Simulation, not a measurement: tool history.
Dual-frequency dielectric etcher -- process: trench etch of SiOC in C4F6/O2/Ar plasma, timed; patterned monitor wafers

| run | hour | source power (kW) | bias power (kW) | etch time (s) | mean etch depth across the wafer (angstrom) |
|---|---|---|---|---|---|
| 1 | 0.0 | 0.380 | 0.138 | 15.5 | 316.93 |
| 2 | 1.1 | 0.330 | 0.122 | 15.0 | 276.81 |
| 3 | 4.4 | 0.330 | 0.104 | 15.0 | 255.49 |
| 4 | 5.1 | 0.330 | 0.104 | 14.0 | 240.61 |
| 5 | 12.7 | 0.330 | 0.104 | 15.5 | 264.70 |
| 6 | 13.7 | 0.330 | 0.122 | 15.5 | 285.02 |
| 7 | 22.1 | 0.300 | 0.111 | 15.5 | 263.31 |
| 8 | 26.9 | 0.280 | 0.105 | 15.5 | 248.39 |
| 9 | 32.9 | 0.260 | 0.104 | 15.5 | 246.21 |
| 10 | 37.1 | 0.250 | 0.101 | 15.5 | 237.14 |

For run 11, what comes out?
| 11 | 38.6 | 0.240 | 0.101 | 15.5 | ? |

{"run 11": {"mean etch depth across the wafer (angstrom)": 233.53}}
